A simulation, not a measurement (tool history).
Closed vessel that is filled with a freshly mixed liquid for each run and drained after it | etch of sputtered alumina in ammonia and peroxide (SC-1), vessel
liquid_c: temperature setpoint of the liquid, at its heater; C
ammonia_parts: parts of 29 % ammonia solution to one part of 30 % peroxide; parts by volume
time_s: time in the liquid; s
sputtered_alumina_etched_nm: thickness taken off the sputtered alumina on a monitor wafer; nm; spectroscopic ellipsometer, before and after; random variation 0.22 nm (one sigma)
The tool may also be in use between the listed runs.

run,hour,liquid_c,ammonia_parts,time_s,sputtered_alumina_etched_nm
1,0.0,54.0,0.8,390,26.435
2,1.8,55.5,0.8,390,28.198
3,4.0,55.5,0.8,390,28.409
4,11.6,57.0,0.8,390,30.813
5,20.6,57.0,0.8,420,33.042
6,27.5,57.0,0.8,420,32.867
7,33.6,58.0,0.8,420,34.741
8,41.6,58.5,0.8,420,35.636

Forecast run 9:
9,47.4,59.0,0.8,420,?

Run 9 gave sputtered_alumina_etched_nm 36.767 nm.
